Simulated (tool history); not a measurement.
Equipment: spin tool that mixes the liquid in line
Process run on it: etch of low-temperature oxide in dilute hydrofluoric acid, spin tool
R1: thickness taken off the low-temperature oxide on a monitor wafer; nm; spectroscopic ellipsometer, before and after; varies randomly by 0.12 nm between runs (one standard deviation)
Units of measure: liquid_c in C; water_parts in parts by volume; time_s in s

{"run": 1, "hour": 0.0, "liquid_c": 24.0, "water_parts": 280, "time_s": 195, "R1": 12.38}
{"run": 2, "hour": 6.3, "liquid_c": 24.0, "water_parts": 280, "time_s": 210, "R1": 13.314}
{"run": 3, "hour": 10.2, "liquid_c": 24.0, "water_parts": 235, "time_s": 210, "R1": 16.612}
{"run": 4, "hour": 13.9, "liquid_c": 24.0, "water_parts": 235, "time_s": 195, "R1": 15.379}
{"run": 5, "hour": 20.0, "liquid_c": 24.5, "water_parts": 230, "time_s": 195, "R1": 16.154}
{"run": 6, "hour": 26.1, "liquid_c": 24.5, "water_parts": 130, "time_s": 195, "R1": 31.74}
{"run": 7, "hour": 31.9, "liquid_c": 24.0, "water_parts": 130, "time_s": 195, "R1": 31.428}
{"run": 8, "hour": 35.5, "liquid_c": 23.5, "water_parts": 130, "time_s": 195, "R1": 30.766}
{"run": 9, "hour": 42.9, "liquid_c": 23.0, "water_parts": 130, "time_s": 195, "R1": 29.817}

What does the tool deliver on the next run?
{"run": 10, "hour": 48.0, "liquid_c": 22.5, "water_parts": 130, "time_s": 195, "R1": "?"}

{"run 10": {"R1": 29.46}}

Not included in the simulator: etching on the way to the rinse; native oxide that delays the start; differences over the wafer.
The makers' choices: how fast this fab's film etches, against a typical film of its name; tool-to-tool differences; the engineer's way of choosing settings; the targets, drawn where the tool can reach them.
